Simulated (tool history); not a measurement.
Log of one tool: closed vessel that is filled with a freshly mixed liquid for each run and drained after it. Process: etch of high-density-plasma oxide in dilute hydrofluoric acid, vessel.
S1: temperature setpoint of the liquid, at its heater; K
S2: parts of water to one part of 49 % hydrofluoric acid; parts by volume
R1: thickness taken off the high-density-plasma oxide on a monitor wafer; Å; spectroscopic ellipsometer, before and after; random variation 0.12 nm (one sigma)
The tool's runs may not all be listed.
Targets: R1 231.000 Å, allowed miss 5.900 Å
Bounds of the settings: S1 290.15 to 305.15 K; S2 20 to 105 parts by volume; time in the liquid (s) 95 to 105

{"run": 1, "hour": 0.0, "S1": 297.15, "S2": 55, "time in the liquid (s)": 95, "R1": 97.265}
{"run": 2, "hour": 2.3, "S1": 300.65, "S2": 55, "time in the liquid (s)": 95, "R1": 112.49}
{"run": 3, "hour": 3.4, "S1": 301.15, "S2": 50, "time in the liquid (s)": 95, "R1": 126.31}
{"run": 4, "hour": 5.0, "S1": 304.65, "S2": 50, "time in the liquid (s)": 95, "R1": 146.99}
{"run": 5, "hour": 11.1, "S1": 305.15, "S2": 35, "time in the liquid (s)": 95, "R1": 216.44}
{"run": 6, "hour": 18.7, "S1": 302.65, "S2": 35, "time in the liquid (s)": 95, "R1": 196.7}
{"run": 7, "hour": 24.3, "S1": 304.15, "S2": 35, "time in the liquid (s)": 95, "R1": 209.67}
{"run": 8, "hour": 31.9, "S1": 304.65, "S2": 35, "time in the liquid (s)": 95, "R1": 212.25}
{"run": 9, "hour": 39.2, "S1": 305.15, "S2": 35, "time in the liquid (s)": 95, "R1": 216.25}
{"run": 10, "hour": 48.4, "S1": 305.15, "S2": 30, "time in the liquid (s)": 95, "R1": 256.25}
{"run": 11, "hour": 54.3, "S1": 303.65, "S2": 30, "time in the liquid (s)": 95, "R1": 239.89}

Which of these 4 next moves meets every target?
{"run": "A", "hour": 60.2, "S1": 304.65, "S2": 35, "time in the liquid (s)": 95, "R1": "?"}
{"run": "B", "hour": 60.2, "S1": 305.15, "S2": 35, "time in the liquid (s)": 105, "R1": "?"}
{"run": "C", "hour": 60.2, "S1": 304.15, "S2": 35, "time in the liquid (s)": 105, "R1": "?"}
{"run": "D", "hour": 60.2, "S1": 304.15, "S2": 30, "time in the liquid (s)": 100, "R1": "?"}

move=A R1=211.080
move=B R1=237.930
move=C R1=228.740
move=D R1=256.220
A: takes the result that was furthest off past its target
B: nearer than the last run, and not there yet
C: meets every target
D: further off than the last run
Move C is the one to make.

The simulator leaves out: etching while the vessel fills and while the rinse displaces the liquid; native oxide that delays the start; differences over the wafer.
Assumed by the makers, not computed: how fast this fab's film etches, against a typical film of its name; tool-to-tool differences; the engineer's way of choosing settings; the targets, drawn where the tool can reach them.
